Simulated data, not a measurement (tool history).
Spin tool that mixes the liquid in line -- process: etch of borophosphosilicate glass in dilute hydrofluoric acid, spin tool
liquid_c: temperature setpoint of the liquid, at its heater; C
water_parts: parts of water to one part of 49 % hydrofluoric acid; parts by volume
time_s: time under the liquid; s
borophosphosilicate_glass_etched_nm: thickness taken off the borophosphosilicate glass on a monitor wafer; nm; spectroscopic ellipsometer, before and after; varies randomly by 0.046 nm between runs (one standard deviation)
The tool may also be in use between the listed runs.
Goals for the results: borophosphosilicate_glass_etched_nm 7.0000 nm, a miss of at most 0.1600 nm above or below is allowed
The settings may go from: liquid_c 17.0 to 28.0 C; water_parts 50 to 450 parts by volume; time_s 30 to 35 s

run  hour  liquid_c  water_parts  time_s  borophosphosilicate_glass_etched_nm
  1   0.0      20.0          250      35                               4.4736
  2   3.3      17.5          250      35                               4.0488
  3   9.2      19.0          245      35                               4.4288
  4  11.6      19.0          295      35                               3.5042
  5  12.2      19.0          295      35                               3.5214
  6  16.7      20.5          280      35                               3.9171
  7  20.8      21.5          265      35                               4.3986
  8  23.8      22.5          255      35                               4.8124
  9  28.1      22.5          255      35                               4.7809
 10  35.7      23.5          250      35                               5.0588
 11  42.6      24.0          245      35                               5.2585

Which one of the following 4 next-run settings gets every result inside its allowed miss? There is exactly one.
  A  49.5      24.0          255      30                                    ?
  B  49.5      24.0          185      35                                    ?
  C  49.5      23.0          190      35                                    ?
  D  49.5      25.5          195      35                                    ?

move  borophosphosilicate_glass_etched_nm
   A                               4.3683
   B                               7.5620
   C                               7.0541
   D                               7.4991
A: lands further from the targets than the last run did
B: moves the result that the last run missed by most past its target, out the other side
C: all results land within tolerance of their targets
D: moves the result that the last run missed by most past its target, out the other side
C is the move that brings every result within its allowed miss.
